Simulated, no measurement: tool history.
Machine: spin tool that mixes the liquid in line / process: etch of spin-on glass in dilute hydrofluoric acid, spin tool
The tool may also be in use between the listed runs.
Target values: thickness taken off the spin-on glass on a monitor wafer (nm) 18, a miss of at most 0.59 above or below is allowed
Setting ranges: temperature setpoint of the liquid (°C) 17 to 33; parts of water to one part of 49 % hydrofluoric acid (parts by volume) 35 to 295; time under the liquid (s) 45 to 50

run  hour  temperature setpoint of the liquid (°C)  parts of water to one part of 49 % hydrofluoric acid (parts by volume)  time under the liquid (s)  thickness taken off the spin-on glass on a monitor wafer (nm)
  1     0                                       25                                                                     165                         45                                                         14.851
  2   5.1                                     25.5                                                                     165                         45                                                         14.802
  3  10.1                                       27                                                                     165                         45                                                         15.614
  4  13.8                                     29.5                                                                     165                         45                                                         17.336
  5  20.1                                     26.5                                                                     165                         45                                                         15.588
  6  25.5                                     26.5                                                                     130                         45                                                         20.691
  7  26.6                                     22.5                                                                     135                         45                                                         16.496
  8  31.9                                       23                                                                     135                         45                                                         16.992

Pick the move, out of 5, that brings all results within their allowed miss; only one does.
  A  37.2                                       23                                                                     135                         50                                                              ?
  B  37.2                                       19                                                                     135                         50                                                              ?
  C  37.2                                     19.5                                                                     140                         50                                                              ?
  D  37.2                                     23.5                                                                     150                         45                                                              ?
  E  37.2                                     26.5                                                                     145                         45                                                              ?

move  thickness taken off the spin-on glass on a monitor wafer (nm)
   A                                                         19.025
   B                                                         16.226
   C                                                         15.883
   D                                                         15.447
   E                                                         18.009
A: takes the result that was furthest off past its target
B: its largest miss is bigger than the last run's
C: its largest miss is bigger than the last run's
D: its largest miss is bigger than the last run's
E: meets every target
So the answer is move E, the one that meets all the targets.
